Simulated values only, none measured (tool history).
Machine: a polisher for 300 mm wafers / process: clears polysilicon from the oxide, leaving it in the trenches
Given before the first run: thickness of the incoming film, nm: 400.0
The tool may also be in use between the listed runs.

run  hour  flow of slurry (ml/min)  pressure of the wafer on the pad (psi)  speed of the pad under the wafer (cm/s)  overpolish time after the end point (s)  time until the end point was called (s)  dishing of a wide line in a test structure (angstrom)
  1     0                      250                                     2.2                                       90                                       16                                   47.365                                                 508.48
  2   7.8                      250                                     2.2                                       80                                       16                                   53.207                                                 473.38
  3    12                      295                                     2.2                                       80                                       16                                   52.818                                                 469.55
  4  18.2                      295                                     2.2                                       80                                       22                                   53.892                                                 505.35
  5  24.2                      295                                     1.8                                       80                                       22                                   63.807                                                 493.58
  6  28.9                      295                                     1.5                                       80                                       22                                   76.284                                                 485.04
  7  35.4                      300                                     2.1                                       82                                       14                                   53.452                                                 472.36

Forecast run 8:
  8  37.2                      300                                     2.4                                       82                                       13                                        ?                                                      ?

time until the end point was called (s): 46.335
dishing of a wide line in a test structure (angstrom): 485.28

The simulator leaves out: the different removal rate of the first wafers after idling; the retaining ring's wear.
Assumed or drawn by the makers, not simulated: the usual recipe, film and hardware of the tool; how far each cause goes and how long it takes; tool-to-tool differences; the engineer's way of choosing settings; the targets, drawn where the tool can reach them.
